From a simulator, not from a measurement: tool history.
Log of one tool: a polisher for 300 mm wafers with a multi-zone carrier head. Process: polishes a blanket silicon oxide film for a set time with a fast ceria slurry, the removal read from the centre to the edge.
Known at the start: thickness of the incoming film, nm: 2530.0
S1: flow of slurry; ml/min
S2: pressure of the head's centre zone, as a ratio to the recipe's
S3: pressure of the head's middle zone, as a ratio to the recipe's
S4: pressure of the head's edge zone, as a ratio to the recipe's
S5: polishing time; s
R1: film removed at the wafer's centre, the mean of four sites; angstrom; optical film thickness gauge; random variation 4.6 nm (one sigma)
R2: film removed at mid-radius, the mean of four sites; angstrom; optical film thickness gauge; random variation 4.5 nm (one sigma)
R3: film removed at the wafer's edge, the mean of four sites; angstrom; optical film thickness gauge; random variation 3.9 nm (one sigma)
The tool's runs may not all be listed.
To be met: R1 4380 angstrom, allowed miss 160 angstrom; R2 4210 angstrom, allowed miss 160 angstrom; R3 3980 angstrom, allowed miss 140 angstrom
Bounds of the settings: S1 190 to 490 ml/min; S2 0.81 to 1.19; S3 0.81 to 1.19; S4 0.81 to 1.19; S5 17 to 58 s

run  hour   S1    S2    S3    S4  S5      R1      R2      R3
  1     0  315     1     1     1  37  7575.6    7563  7496.9
  2   2.8  315     1  1.07     1  37  7436.5  8166.5  7501.8
  3   7.7  315     1  1.01     1  37  7398.1  7613.3  7566.5
  4  16.7  305  1.01     1  0.97  33  6739.5  6684.7  6566.3
  5  24.5  275  1.01     1  0.97  33  6614.3  6626.7    6672
  6  31.3  295     1  0.99  0.95  30  5945.1    6105  5987.8
  7  35.1  310  1.01  0.98  0.93  28    5662  5587.2  5382.7
  8  36.7  320     1  0.96  0.91  27  5500.3  5328.7  5289.7

Which of these 5 next moves meets every target?
  A  38.3  350  1.15  0.88  0.85  21   ?   ?   ?
  B  38.3  225  0.81     1  0.87  24   ?   ?   ?
  C  38.3  240  1.06     1  0.87  21   ?   ?   ?
  D  38.3  415  0.98  1.08  0.82  33   ?   ?   ?
  E  38.3  190  0.86  0.86     1  41   ?   ?   ?

move      R1      R2      R3
   A  4889.3  3938.6  3973.9
   B    3927  4767.9  4434.1
   C  4375.4  4197.9  3901.4
   D  6773.5  7364.3  6191.6
   E  6890.5  7092.3  7970.6
A: brings the result that was furthest off to its target, and leaves another outside
B: nearer than the last run, and not there yet
C: meets every target
D: further off than the last run
E: further off than the last run
Move C is the one to make.
